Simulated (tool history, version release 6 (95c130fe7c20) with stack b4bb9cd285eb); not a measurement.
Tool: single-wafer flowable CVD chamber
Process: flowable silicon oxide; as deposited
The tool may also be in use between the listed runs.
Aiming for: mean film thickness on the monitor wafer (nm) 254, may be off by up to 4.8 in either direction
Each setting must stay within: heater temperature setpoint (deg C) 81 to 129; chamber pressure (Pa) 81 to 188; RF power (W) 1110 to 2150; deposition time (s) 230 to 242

run,day,heater temperature setpoint (deg C),chamber pressure (Pa),RF power (W),deposition time (s),mean film thickness on the monitor wafer (nm)
1,0,105,135,1630,242,151.61
2,0.167,102,135,1630,242,165.75
3,0.338,99,135,1630,242,182.02
4,0.462,99,135,1715,242,184.13
5,0.496,99,135,1805,242,186.8
6,0.654,106,135,1805,242,152.61
7,0.758,102,135,1805,242,171.47
8,0.921,99,135,1805,242,186.79
9,1.296,97,135,1805,242,198.05
10,1.525,95,135,1805,242,209.41

Below are 4 possible settings for the next run. Only one of them brings all results inside the allowed miss of their targets. Which is it?
A,1.754,89,128,1910,242,?
B,1.754,90,140,1865,242,?
C,1.754,99,139,1735,230,?
D,1.754,87,125,1745,241,?

move,mean film thickness on the monitor wafer (nm)
A,242.43
B,255.11
C,181.28
D,244.19
A: gains on the last run, yet a result remains outside its allowed miss
B: each result inside its tolerance
C: misses by more than the last run did
D: gains on the last run, yet a result remains outside its allowed miss
So the answer is move B, the one that meets all the targets.
